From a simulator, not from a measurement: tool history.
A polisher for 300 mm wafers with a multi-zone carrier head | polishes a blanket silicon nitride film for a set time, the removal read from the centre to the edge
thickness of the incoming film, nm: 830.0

run  hour  flow of slurry (ml/min)  pressure of the head's centre zone  pressure of the head's middle zone  pressure of the head's edge zone  polishing time (s)  film removed at the wafer's centre (nm)  film removed at mid-radius (nm)  film removed at the wafer's edge (nm)
  1     0                      210                                   1                                   1                                 1                  76                                   151.18                           151.41                                 154.27
  2   4.4                      155                                   1                                   1                                 1                  76                                   142.04                           143.65                                 147.24
  3   9.4                      155                                   1                                   1                                 1                  92                                   169.16                           173.26                                  175.7
  4  16.5                      130                                   1                                   1                                 1                  92                                   161.94                           164.15                                 173.48
  5  21.4                      140                                0.98                                0.99                              0.97                  85                                   150.24                            155.4                                 157.91
  6  27.8                      140                                1.05                                0.99                              0.97                  85                                   161.78                           154.84                                 160.33

Run 7 comes next. What will it give?
  7  34.6                      140                                1.01                                0.98                              0.95                  81                                        ?                                ?                                      ?

film removed at the wafer's centre (nm): 149.08
film removed at mid-radius (nm): 142.9
film removed at the wafer's edge (nm): 150.81
